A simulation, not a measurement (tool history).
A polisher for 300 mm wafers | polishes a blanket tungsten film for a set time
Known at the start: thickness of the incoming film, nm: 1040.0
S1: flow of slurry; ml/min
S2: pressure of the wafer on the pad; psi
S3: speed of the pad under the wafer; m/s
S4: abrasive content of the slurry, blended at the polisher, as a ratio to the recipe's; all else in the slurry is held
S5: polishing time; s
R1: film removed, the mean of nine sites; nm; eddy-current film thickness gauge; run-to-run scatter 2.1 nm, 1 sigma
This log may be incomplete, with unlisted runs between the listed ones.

run	hour	S1	S2	S3	S4	S5	R1
1	0.0	300	4.7	1.16	1.0	67	413.04
2	3.0	235	4.7	1.16	1.0	67	399.45
3	10.9	235	4.7	1.32	1.0	67	449.84
4	16.7	235	5.5	1.32	1.0	67	521.53
5	17.7	230	4.8	1.30	1.0	67	451.21
6	23.6	230	4.8	1.02	1.0	67	365.23
7	30.5	230	4.4	1.02	1.0	67	341.08
# hour 34.1: head pressure recalibrated
8	34.1	230	4.1	1.02	1.0	67	348.28

Run 9 is up next; what results do you expect?
9	38.6	225	2.8	0.84	1.0	67	?

Run 9 came out at R1 210.05 nm.
